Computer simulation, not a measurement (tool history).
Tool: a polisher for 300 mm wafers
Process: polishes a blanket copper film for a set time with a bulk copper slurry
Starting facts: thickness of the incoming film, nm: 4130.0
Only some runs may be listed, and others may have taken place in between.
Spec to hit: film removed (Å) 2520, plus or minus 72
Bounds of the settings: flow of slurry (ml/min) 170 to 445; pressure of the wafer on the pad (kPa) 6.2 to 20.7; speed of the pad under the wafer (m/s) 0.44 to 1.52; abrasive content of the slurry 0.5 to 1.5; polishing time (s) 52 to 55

run	day	flow of slurry (ml/min)	pressure of the wafer on the pad (kPa)	speed of the pad under the wafer (m/s)	abrasive content of the slurry	polishing time (s)	film removed (Å)
1	0	285	13.1	0.98	1	52	3654.4
2	0.154	285	11.7	0.98	1	52	3359.2
3	0.492	285	11.7	1.18	1	52	3800.7
4	0.846	285	9.7	1.18	1	52	3172.9
5	1.021	285	13.1	1.18	1	52	4267
6	1.246	285	11	1.18	1	52	3650.9
7	1.329	285	9.7	1.18	1	52	3188.2
8	1.654	280	6.9	1.18	1	52	2326.4
9	1.708	295	6.9	1.18	1	52	2355.7

Which of these 4 next moves meets every target?
A	1.762	365	7.6	1	0.85	54	?
B	1.762	305	6.9	1.12	1	54	?
C	1.762	195	6.9	1.2	1.1	55	?
D	1.762	310	6.9	1.14	0.95	54	?

move	film removed (Å)
A	2255.9
B	2333
C	2474.1
D	2340.8
A: its largest miss is bigger than the last run's
B: its largest miss is bigger than the last run's
C: all results land within tolerance of their targets
D: its largest miss is bigger than the last run's
Correct choice: C, which meets every target
